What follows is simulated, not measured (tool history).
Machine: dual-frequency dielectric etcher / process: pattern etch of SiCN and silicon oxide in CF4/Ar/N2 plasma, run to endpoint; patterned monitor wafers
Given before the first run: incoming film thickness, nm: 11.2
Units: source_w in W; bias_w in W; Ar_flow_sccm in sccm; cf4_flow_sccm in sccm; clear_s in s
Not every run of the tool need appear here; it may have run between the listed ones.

run,hour,source_w,bias_w,Ar_flow_sccm,cf4_flow_sccm,clear_s
1,0.0,580,93,120,60,11.344
2,5.0,580,79,120,60,12.151
3,9.3,580,92,120,60,11.316
4,15.7,660,92,120,60,10.437
5,20.9,620,90,121,60,10.815
6,24.7,620,90,121,68,10.594
7,25.8,580,88,121,68,11.282
8,30.8,550,87,121,68,11.692
9,34.6,520,86,121,68,12.286
10,39.2,500,85,121,68,12.809

Run 11, settings as shown, results not yet in. Your forecast:
11,41.7,490,85,121,68,?

{"run 11": {"clear_s": 13.126}}

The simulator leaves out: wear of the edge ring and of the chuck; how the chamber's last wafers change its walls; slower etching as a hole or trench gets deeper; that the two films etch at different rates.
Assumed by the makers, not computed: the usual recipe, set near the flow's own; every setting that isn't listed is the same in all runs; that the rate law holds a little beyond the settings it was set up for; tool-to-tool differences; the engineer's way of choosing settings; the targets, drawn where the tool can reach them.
